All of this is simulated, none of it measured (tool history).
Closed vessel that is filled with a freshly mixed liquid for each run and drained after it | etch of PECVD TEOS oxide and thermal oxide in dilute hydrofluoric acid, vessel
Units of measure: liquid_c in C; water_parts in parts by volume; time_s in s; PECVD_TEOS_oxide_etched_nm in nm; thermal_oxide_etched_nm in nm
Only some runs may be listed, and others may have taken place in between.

| run | hour | liquid_c | water_parts | time_s | PECVD_TEOS_oxide_etched_nm | thermal_oxide_etched_nm |
|---|---|---|---|---|---|---|
| 1 | 0.0 | 21.0 | 205 | 170 | 16.3420 | 3.2747 |
| 2 | 9.1 | 18.5 | 205 | 170 | 15.0830 | 2.9268 |
| 3 | 16.0 | 18.5 | 210 | 170 | 14.3660 | 2.8727 |
| 4 | 25.3 | 18.5 | 270 | 170 | 10.7480 | 2.1286 |
| 5 | 32.6 | 19.0 | 270 | 170 | 10.7730 | 2.1476 |
| 6 | 40.1 | 19.0 | 320 | 170 | 8.7438 | 1.7471 |
| 7 | 42.3 | 20.0 | 320 | 170 | 9.1721 | 1.7916 |
| 8 | 48.4 | 21.0 | 320 | 170 | 9.3732 | 1.8760 |
| 9 | 55.2 | 21.0 | 320 | 170 | 9.4211 | 1.8584 |
| 10 | 64.0 | 22.0 | 320 | 170 | 9.6720 | 1.9378 |

Run 11 is up next; what results do you expect?
| 11 | 65.8 | 26.0 | 290 | 170 | ? | ? |

{"run 11": {"PECVD_TEOS_oxide_etched_nm": 12.811, "thermal_oxide_etched_nm": 2.5384}}
